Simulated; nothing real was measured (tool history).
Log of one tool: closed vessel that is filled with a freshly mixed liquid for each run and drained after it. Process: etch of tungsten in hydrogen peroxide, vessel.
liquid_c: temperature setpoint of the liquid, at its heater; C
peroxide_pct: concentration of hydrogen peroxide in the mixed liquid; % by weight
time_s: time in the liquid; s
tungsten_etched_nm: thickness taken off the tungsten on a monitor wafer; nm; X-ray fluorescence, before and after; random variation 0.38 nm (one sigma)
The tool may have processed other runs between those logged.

{"run": 1, "hour": 0.0, "liquid_c": 45, "peroxide_pct": 16.5, "time_s": 90, "tungsten_etched_nm": 81.173}
{"run": 2, "hour": 7.9, "liquid_c": 45, "peroxide_pct": 18, "time_s": 90, "tungsten_etched_nm": 85.279}
{"run": 3, "hour": 16.5, "liquid_c": 43.5, "peroxide_pct": 18, "time_s": 90, "tungsten_etched_nm": 77.166}
{"run": 4, "hour": 20.6, "liquid_c": 42.5, "peroxide_pct": 18, "time_s": 90, "tungsten_etched_nm": 72.373}
{"run": 5, "hour": 27.8, "liquid_c": 42.5, "peroxide_pct": 19.5, "time_s": 90, "tungsten_etched_nm": 74.825}
{"run": 6, "hour": 30.1, "liquid_c": 42.5, "peroxide_pct": 21.5, "time_s": 90, "tungsten_etched_nm": 78.976}

Predict the results of run 7:
{"run": 7, "hour": 36.0, "liquid_c": 41.5, "peroxide_pct": 21.5, "time_s": 90, "tungsten_etched_nm": "?"}

Run 7 measured tungsten_etched_nm 73.669 nm.
